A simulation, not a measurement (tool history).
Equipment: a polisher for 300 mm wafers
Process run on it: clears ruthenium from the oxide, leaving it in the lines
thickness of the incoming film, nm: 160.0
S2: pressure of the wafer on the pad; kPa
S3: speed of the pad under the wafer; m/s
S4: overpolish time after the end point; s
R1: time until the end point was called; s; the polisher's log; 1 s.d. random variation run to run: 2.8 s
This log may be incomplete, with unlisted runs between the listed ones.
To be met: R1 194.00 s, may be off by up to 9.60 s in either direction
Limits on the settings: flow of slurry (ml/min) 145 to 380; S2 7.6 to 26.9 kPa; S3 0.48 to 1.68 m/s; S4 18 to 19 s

Run 1, day 0.000: flow of slurry (ml/min) 245, S2 17.2 kPa, S3 1.08 m/s, S4 18 s. Result: R1 113.49 s.
Run 2, day 0.112: flow of slurry (ml/min) 245, S2 17.2 kPa, S3 0.88 m/s, S4 18 s. Result: R1 132.94 s.
Run 3, day 0.183: flow of slurry (ml/min) 245, S2 16.5 kPa, S3 0.88 m/s, S4 18 s. Result: R1 140.74 s.
Run 4, day 0.358: flow of slurry (ml/min) 245, S2 15.9 kPa, S3 0.88 m/s, S4 18 s. Result: R1 147.57 s.
Run 5, day 0.608: flow of slurry (ml/min) 290, S2 15.9 kPa, S3 0.88 m/s, S4 18 s. Result: R1 138.19 s.
Run 6, day 0.779: flow of slurry (ml/min) 320, S2 15.9 kPa, S3 0.88 m/s, S4 18 s. Result: R1 139.88 s.
Run 7, day 1.088: flow of slurry (ml/min) 320, S2 15.2 kPa, S3 0.88 m/s, S4 18 s. Result: R1 149.73 s.
Run 8, day 1.250: flow of slurry (ml/min) 320, S2 14.5 kPa, S3 0.88 m/s, S4 18 s. Result: R1 149.66 s.
Run 9, day 1.471: flow of slurry (ml/min) 320, S2 13.8 kPa, S3 0.88 m/s, S4 18 s. Result: R1 155.29 s.
Run 10, day 1.746: flow of slurry (ml/min) 320, S2 13.1 kPa, S3 0.88 m/s, S4 18 s. Result: R1 156.47 s.
Run 11, day 1.900: flow of slurry (ml/min) 320, S2 12.4 kPa, S3 0.88 m/s, S4 18 s. Result: R1 165.03 s.
Run 12, day 2.133: flow of slurry (ml/min) 320, S2 11.7 kPa, S3 0.88 m/s, S4 18 s. Result: R1 167.14 s.
Run 13, day 2.254: flow of slurry (ml/min) 320, S2 11.0 kPa, S3 0.88 m/s, S4 18 s. Result: R1 174.36 s.

Consider the 5 candidate settings below. Which is the only one whose results all fall within their allowed miss of target?
Run A, day 2.375: flow of slurry (ml/min) 310, S2 9.7 kPa, S3 0.88 m/s, S4 19 s. Result: R1 ?.
Run B, day 2.375: flow of slurry (ml/min) 305, S2 14.5 kPa, S3 0.84 m/s, S4 18 s. Result: R1 ?.
Run C, day 2.375: flow of slurry (ml/min) 305, S2 11.0 kPa, S3 1.14 m/s, S4 19 s. Result: R1 ?.
Run D, day 2.375: flow of slurry (ml/min) 330, S2 13.1 kPa, S3 0.96 m/s, S4 18 s. Result: R1 ?.
Run E, day 2.375: flow of slurry (ml/min) 350, S2 13.8 kPa, S3 0.90 m/s, S4 19 s. Result: R1 ?.

move      R1
   A  190.85
   B  156.17
   C  137.75
   D  145.49
   E  149.16
A: all results in spec
B: the biggest miss grows against the last run
C: the biggest miss grows against the last run
D: the biggest miss grows against the last run
E: the biggest miss grows against the last run
Correct choice: A, which meets every target

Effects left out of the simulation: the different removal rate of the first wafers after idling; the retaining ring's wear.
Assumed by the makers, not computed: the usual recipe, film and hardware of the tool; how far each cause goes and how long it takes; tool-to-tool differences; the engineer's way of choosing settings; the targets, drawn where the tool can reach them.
